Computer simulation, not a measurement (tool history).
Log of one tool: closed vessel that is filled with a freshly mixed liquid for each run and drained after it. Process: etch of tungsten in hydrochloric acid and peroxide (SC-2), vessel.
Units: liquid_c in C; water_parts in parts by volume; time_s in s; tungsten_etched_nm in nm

run 1 hour=0 | liquid_c=56 water_parts=11.5 time_s=90 | tungsten_etched_nm=38.232
run 2 hour=7.8 | liquid_c=52.5 water_parts=11.5 time_s=90 | tungsten_etched_nm=30.417
run 3 hour=13.2 | liquid_c=52.5 water_parts=7 time_s=90 | tungsten_etched_nm=45.673
run 4 hour=19.5 | liquid_c=49.5 water_parts=8 time_s=90 | tungsten_etched_nm=33.736
run 5 hour=20.6 | liquid_c=49.5 water_parts=8 time_s=90 | tungsten_etched_nm=33.46
run 6 hour=28.3 | liquid_c=47.5 water_parts=8.5 time_s=90 | tungsten_etched_nm=27.911
run 7 hour=37.2 | liquid_c=40 water_parts=10.5 time_s=90 | tungsten_etched_nm=14.027
run 8 hour=41.2 | liquid_c=41 water_parts=10.5 time_s=90 | tungsten_etched_nm=14.958
run 9 hour=47.2 | liquid_c=41 water_parts=10.5 time_s=90 | tungsten_etched_nm=15.076
run 10 hour=50.9 | liquid_c=40.5 water_parts=10.5 time_s=90 | tungsten_etched_nm=14.47
run 11 hour=56 | liquid_c=41 water_parts=10.5 time_s=90 | tungsten_etched_nm=15.02
run 12 hour=64.7 | liquid_c=40.5 water_parts=10.5 time_s=90 | tungsten_etched_nm=14.505
run 13 hour=72.5 | liquid_c=41 water_parts=10.5 time_s=90 | tungsten_etched_nm=14.962
run 14 hour=75.6 | liquid_c=40.5 water_parts=10.5 time_s=90 | tungsten_etched_nm=14.616
run 15 hour=83.5 | liquid_c=41 water_parts=10.5 time_s=90 | tungsten_etched_nm=15.09
run 16 hour=91.4 | liquid_c=40.5 water_parts=10.5 time_s=90 | tungsten_etched_nm=14.501
run 17 hour=95.6 | liquid_c=41 water_parts=10.5 time_s=90 | tungsten_etched_nm=15.039
run 18 hour=98.3 | liquid_c=40.5 water_parts=10.5 time_s=90 | tungsten_etched_nm=14.522
-- hour=103.4 new drum of peroxide connected
run 19 hour=103.4 | liquid_c=41 water_parts=10.5 time_s=90 | tungsten_etched_nm=16.037
run 20 hour=112.4 | liquid_c=40.5 water_parts=10.5 time_s=90 | tungsten_etched_nm=15.524

Run 21 comes next. What will it give?
run 21 hour=117.2 | liquid_c=40.5 water_parts=10.5 time_s=90 | tungsten_etched_nm=?

Run 21 gave tungsten_etched_nm 15.552 nm.
